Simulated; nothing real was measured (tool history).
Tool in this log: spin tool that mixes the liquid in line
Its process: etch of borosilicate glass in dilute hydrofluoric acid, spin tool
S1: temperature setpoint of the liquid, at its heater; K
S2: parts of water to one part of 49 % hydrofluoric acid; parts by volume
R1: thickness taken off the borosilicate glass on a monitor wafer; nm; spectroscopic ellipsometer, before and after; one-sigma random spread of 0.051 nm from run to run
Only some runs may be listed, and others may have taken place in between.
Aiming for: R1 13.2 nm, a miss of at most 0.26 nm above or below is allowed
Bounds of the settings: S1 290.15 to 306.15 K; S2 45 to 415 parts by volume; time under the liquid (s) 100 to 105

{"run": 1, "hour": 0.0, "S1": 298.15, "S2": 230, "time under the liquid (s)": 100, "R1": 9.3318}
{"run": 2, "hour": 5.4, "S1": 300.65, "S2": 225, "time under the liquid (s)": 100, "R1": 10.584}
{"run": 3, "hour": 11.7, "S1": 297.15, "S2": 225, "time under the liquid (s)": 100, "R1": 9.2791}
{"run": 4, "hour": 13.4, "S1": 299.65, "S2": 225, "time under the liquid (s)": 100, "R1": 10.187}
{"hour": 15.0, "done": "thermometer replaced"}
{"run": 5, "hour": 15.0, "S1": 299.65, "S2": 295, "time under the liquid (s)": 100, "R1": 7.7243}
{"run": 6, "hour": 21.7, "S1": 299.65, "S2": 295, "time under the liquid (s)": 100, "R1": 7.7464}
{"run": 7, "hour": 24.1, "S1": 301.65, "S2": 275, "time under the liquid (s)": 100, "R1": 9.0227}
{"run": 8, "hour": 28.0, "S1": 303.15, "S2": 260, "time under the liquid (s)": 100, "R1": 10.176}
{"run": 9, "hour": 32.4, "S1": 304.15, "S2": 250, "time under the liquid (s)": 100, "R1": 11.138}
{"run": 10, "hour": 35.5, "S1": 304.65, "S2": 245, "time under the liquid (s)": 100, "R1": 11.525}

Pick the move, out of 5, that brings all results within their allowed miss; only one does.
{"run": "A", "hour": 38.6, "S1": 306.15, "S2": 240, "time under the liquid (s)": 105, "R1": "?"}
{"run": "B", "hour": 38.6, "S1": 305.15, "S2": 220, "time under the liquid (s)": 105, "R1": "?"}
{"run": "C", "hour": 38.6, "S1": 305.15, "S2": 235, "time under the liquid (s)": 100, "R1": "?"}
{"run": "D", "hour": 38.6, "S1": 302.15, "S2": 215, "time under the liquid (s)": 100, "R1": "?"}
{"run": "E", "hour": 38.6, "S1": 305.65, "S2": 230, "time under the liquid (s)": 105, "R1": "?"}

move=A R1=13.18
move=B R1=14.265
move=C R1=12.485
move=D R1=12.634
move=E R1=13.7
A: all results land within tolerance of their targets
B: takes the biggest miss from the last run beyond its target
C: moves toward the targets from the last run without getting all of them in spec
D: moves toward the targets from the last run without getting all of them in spec
E: takes the biggest miss from the last run beyond its target
Move A is the one to make.

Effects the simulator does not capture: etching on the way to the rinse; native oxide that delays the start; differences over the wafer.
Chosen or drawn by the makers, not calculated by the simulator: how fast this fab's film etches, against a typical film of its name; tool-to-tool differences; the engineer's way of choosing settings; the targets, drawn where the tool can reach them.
